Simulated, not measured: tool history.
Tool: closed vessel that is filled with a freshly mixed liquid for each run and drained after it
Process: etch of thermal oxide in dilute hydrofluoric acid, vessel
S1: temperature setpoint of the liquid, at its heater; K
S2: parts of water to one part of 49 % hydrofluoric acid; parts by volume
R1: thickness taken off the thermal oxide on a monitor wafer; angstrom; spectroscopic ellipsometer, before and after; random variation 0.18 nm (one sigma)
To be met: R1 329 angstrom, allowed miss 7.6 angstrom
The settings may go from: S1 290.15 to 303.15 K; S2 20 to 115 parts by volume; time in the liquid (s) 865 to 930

run 1 hour=0 | S1=295.15 S2=65 time_in_the_liquid_(s)=865 | R1=606.33
run 2 hour=1 | S1=295.15 S2=85 time_in_the_liquid_(s)=865 | R1=448.4
run 3 hour=8.5 | S1=295.15 S2=85 time_in_the_liquid_(s)=930 | R1=487.27
run 4 hour=16.8 | S1=294.15 S2=90 time_in_the_liquid_(s)=930 | R1=435.32
run 5 hour=21.3 | S1=293.15 S2=90 time_in_the_liquid_(s)=930 | R1=414.19
run 6 hour=28.2 | S1=290.65 S2=90 time_in_the_liquid_(s)=930 | R1=380.4
run 7 hour=31.4 | S1=290.15 S2=95 time_in_the_liquid_(s)=930 | R1=351.65
run 8 hour=36.2 | S1=290.15 S2=95 time_in_the_liquid_(s)=930 | R1=349.04

5 next moves are on the table. One of them brings every result within its allowed miss. Which?
run A hour=41 | S1=290.15 S2=90 time_in_the_liquid_(s)=865 | R1=?
run B hour=41 | S1=291.15 S2=95 time_in_the_liquid_(s)=925 | R1=?
run C hour=41 | S1=290.15 S2=95 time_in_the_liquid_(s)=870 | R1=?
run D hour=41 | S1=291.65 S2=95 time_in_the_liquid_(s)=895 | R1=?
run E hour=41 | S1=290.15 S2=95 time_in_the_liquid_(s)=915 | R1=?

move=A R1=343.39
move=B R1=360.61
move=C R1=325.41
move=D R1=356.17
move=E R1=342.24
A: nearer than the last run, and not there yet
B: further off than the last run
C: meets every target
D: further off than the last run
E: nearer than the last run, and not there yet
Answer: C
